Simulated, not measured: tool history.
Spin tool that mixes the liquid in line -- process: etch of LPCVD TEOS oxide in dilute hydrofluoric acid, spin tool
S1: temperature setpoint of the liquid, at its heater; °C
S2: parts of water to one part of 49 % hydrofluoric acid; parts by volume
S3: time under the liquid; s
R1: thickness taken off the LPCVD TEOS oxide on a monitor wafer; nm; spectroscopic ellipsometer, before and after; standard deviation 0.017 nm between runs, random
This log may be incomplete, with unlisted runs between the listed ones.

| run | day | S1 | S2 | S3 | R1 |
|---|---|---|---|---|---|
| 1 | 0 | 22 | 155 | 15 | 2.3896 |
| 2 | 0.083 | 22 | 155 | 15 | 2.4025 |
| 3 | 0.258 | 20.5 | 155 | 15 | 2.2646 |
| 4 | 0.4 | 24 | 155 | 15 | 2.608 |
|  | 0.512 | thermometer replaced |
| 5 | 0.512 | 22 | 155 | 15 | 2.2879 |
| 6 | 0.746 | 21 | 155 | 15 | 2.1907 |
| 7 | 0.967 | 20.5 | 155 | 15 | 2.135 |

Predict the results of run 8:
| 8 | 1.212 | 20 | 155 | 15 | ? |

{"run 8": {"R1": 2.08}}
